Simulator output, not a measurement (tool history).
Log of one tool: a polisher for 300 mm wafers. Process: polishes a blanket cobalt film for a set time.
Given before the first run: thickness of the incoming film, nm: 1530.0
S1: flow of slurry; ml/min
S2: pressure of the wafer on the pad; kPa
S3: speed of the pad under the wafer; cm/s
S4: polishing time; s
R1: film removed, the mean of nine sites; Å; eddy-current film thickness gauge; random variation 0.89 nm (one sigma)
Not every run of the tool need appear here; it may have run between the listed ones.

run 1 hour=0 | S1=205 S2=13.1 S3=126 S4=37 | R1=2042.2
run 2 hour=4.9 | S1=180 S2=13.1 S3=126 S4=37 | R1=1997.6
run 3 hour=11.2 | S1=170 S2=11.7 S3=126 S4=37 | R1=1781.6
run 4 hour=16.6 | S1=165 S2=11 S3=126 S4=37 | R1=1679.3
run 5 hour=21.6 | S1=140 S2=11 S3=126 S4=37 | R1=1638.2
run 6 hour=27.6 | S1=135 S2=10.3 S3=126 S4=37 | R1=1532.3

Expected results for the next run?
run 7 hour=31.7 | S1=135 S2=9.7 S3=126 S4=37 | R1=?

{"run 7": {"R1": 1424.1}}
